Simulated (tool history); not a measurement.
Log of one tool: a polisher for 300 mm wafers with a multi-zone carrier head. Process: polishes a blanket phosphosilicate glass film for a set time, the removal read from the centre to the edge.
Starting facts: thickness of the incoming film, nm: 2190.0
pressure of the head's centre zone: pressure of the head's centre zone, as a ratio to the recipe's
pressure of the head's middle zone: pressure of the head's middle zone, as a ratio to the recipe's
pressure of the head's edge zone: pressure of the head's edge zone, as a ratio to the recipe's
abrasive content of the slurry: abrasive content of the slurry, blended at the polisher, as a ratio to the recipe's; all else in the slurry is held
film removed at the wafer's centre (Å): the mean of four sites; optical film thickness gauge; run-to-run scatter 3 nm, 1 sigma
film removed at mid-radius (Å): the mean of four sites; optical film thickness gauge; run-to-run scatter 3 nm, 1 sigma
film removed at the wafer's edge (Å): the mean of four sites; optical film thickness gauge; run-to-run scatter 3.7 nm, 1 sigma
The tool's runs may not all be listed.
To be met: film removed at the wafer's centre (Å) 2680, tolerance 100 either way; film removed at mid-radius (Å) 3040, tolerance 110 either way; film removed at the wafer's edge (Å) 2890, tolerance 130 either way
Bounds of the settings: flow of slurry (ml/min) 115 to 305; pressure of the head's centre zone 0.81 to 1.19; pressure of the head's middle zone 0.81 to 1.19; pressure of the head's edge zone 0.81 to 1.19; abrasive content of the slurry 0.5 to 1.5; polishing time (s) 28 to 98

run  hour  flow of slurry (ml/min)  pressure of the head's centre zone  pressure of the head's middle zone  pressure of the head's edge zone  abrasive content of the slurry  polishing time (s)  film removed at the wafer's centre (Å)  film removed at mid-radius (Å)  film removed at the wafer's edge (Å)
  1     0                      195                                   1                                   1                                 1                               1                  63                                    7539                          7913.9                                7669.6
  2   8.4                      195                                   1                                   1                              1.08                               1                  63                                  7653.6                          7955.4                                7931.9
  3  11.1                      195                                   1                                1.05                              1.08                               1                  63                                  7493.1                          8078.7                                7940.9
  4  15.1                      230                                   1                                1.05                              1.08                               1                  63                                    7675                          8278.6                                8214.1
  5  16.1                      190                                0.94                                0.97                              0.99                            0.85                  51                                  5089.8                          5586.8                                5529.7
  6  21.4                      190                                 0.9                                0.97                              0.99                            0.85                  51                                    4961                          5634.7                                5533.7
  7    30                      180                                0.89                                0.95                              0.94                            0.75                  45                                  3777.5                          4359.4                                4214.9
  8  34.6                      165                                0.89                                0.93                               0.9                            0.65                  45                                  3201.8                          3517.3                                3484.5
  9  37.5                      130                                0.85                                0.95                              0.81                            0.65                  44                                  2835.4                          3354.4                                3153.4

Next run, 5 choices. One meets every target within its allowed miss, the rest don't. Which?
  A  40.4                      155                                0.95                                0.93                              0.83                            0.65                  39                                       ?                               ?                                     ?
  B  40.4                      160                                0.87                                1.07                              0.81                            0.75                  33                                       ?                               ?                                     ?
  C  40.4                      125                                0.89                                0.93                              0.81                            0.85                  31                                       ?                               ?                                     ?
  D  40.4                      150                                0.97                                1.07                              0.81                            0.65                  39                                       ?                               ?                                     ?
  E  40.4                      135                                0.88                                1.05                              0.81                             0.7                  37                                       ?                               ?                                     ?

move  film removed at the wafer's centre (Å)  film removed at mid-radius (Å)  film removed at the wafer's edge (Å)
   A                                  2909.3                          3059.2                                2899.8
   B                                  2644.8                          3276.5                                2838.2
   C                                    2680                            3029                                2876.6
   D                                  2952.2                          3280.7                                2852.9
   E                                  2694.1                          3279.4                                2898.7
A: the worst result of the last run now meets its target, but another is out of spec
B: better than the last run, though not everything is in spec
C: each result inside its tolerance
D: neither nearer nor further off than the last run
E: better than the last run, though not everything is in spec
The right move is C.

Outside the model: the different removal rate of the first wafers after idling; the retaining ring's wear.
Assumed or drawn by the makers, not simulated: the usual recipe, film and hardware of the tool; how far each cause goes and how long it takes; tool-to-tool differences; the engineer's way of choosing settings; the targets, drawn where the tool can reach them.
